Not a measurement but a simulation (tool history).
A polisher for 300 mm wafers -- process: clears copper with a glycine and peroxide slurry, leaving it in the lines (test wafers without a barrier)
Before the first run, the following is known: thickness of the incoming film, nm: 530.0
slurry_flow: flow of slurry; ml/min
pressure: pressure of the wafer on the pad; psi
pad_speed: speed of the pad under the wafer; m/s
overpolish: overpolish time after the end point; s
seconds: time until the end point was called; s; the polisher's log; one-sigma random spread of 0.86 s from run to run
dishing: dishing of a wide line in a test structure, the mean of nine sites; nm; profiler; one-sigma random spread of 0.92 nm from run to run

{"run": 1, "hour": 0.0, "slurry_flow": 225, "pressure": 3.0, "pad_speed": 1.02, "overpolish": 12, "seconds": 88.029, "dishing": 52.157}
{"run": 2, "hour": 7.5, "slurry_flow": 225, "pressure": 3.0, "pad_speed": 1.02, "overpolish": 10, "seconds": 88.591, "dishing": 43.303}
{"run": 3, "hour": 9.9, "slurry_flow": 225, "pressure": 3.5, "pad_speed": 1.04, "overpolish": 10, "seconds": 75.606, "dishing": 48.019}
{"run": 4, "hour": 12.9, "slurry_flow": 225, "pressure": 4.2, "pad_speed": 1.04, "overpolish": 10, "seconds": 64.739, "dishing": 57.186}
{"run": 5, "hour": 18.1, "slurry_flow": 225, "pressure": 4.3, "pad_speed": 1.06, "overpolish": 10, "seconds": 61.625, "dishing": 57.372}
{"run": 6, "hour": 25.6, "slurry_flow": 225, "pressure": 4.3, "pad_speed": 1.06, "overpolish": 8, "seconds": 61.702, "dishing": 47.794}
{"run": 7, "hour": 27.6, "slurry_flow": 225, "pressure": 4.4, "pad_speed": 1.08, "overpolish": 8, "seconds": 61.554, "dishing": 50.092}

What will run 8 give?
{"run": 8, "hour": 30.6, "slurry_flow": 225, "pressure": 4.5, "pad_speed": 1.1, "overpolish": 8, "seconds": "?", "dishing": "?"}

seconds: 55.597 s
dishing: 51.755 nm
